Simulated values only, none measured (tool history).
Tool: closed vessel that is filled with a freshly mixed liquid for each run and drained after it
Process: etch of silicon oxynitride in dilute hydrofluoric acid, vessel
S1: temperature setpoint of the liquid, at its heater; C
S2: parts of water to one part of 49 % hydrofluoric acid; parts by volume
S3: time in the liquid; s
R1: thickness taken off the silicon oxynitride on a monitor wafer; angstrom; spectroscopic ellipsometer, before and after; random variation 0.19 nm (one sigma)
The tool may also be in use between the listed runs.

{"run": 1, "day": 0.0, "S1": 22, "S2": 60, "S3": 755, "R1": 362.74}
{"run": 2, "day": 0.054, "S1": 21.5, "S2": 60, "S3": 755, "R1": 354.05}
{"run": 3, "day": 0.342, "S1": 21.5, "S2": 60, "S3": 810, "R1": 377.87}
{"run": 4, "day": 0.408, "S1": 21, "S2": 60, "S3": 810, "R1": 368.32}
{"run": 5, "day": 0.696, "S1": 20.5, "S2": 60, "S3": 810, "R1": 359.05}
{"run": 6, "day": 0.917, "S1": 20, "S2": 60, "S3": 810, "R1": 346.54}
{"run": 7, "day": 1.1, "S1": 19.5, "S2": 60, "S3": 810, "R1": 343.62}
{"run": 8, "day": 1.208, "S1": 19, "S2": 60, "S3": 810, "R1": 330.36}

Run 9 comes next. What will it give?
{"run": 9, "day": 1.388, "S1": 18.5, "S2": 60, "S3": 810, "R1": "?"}

{"run 9": {"R1": 327.9}}

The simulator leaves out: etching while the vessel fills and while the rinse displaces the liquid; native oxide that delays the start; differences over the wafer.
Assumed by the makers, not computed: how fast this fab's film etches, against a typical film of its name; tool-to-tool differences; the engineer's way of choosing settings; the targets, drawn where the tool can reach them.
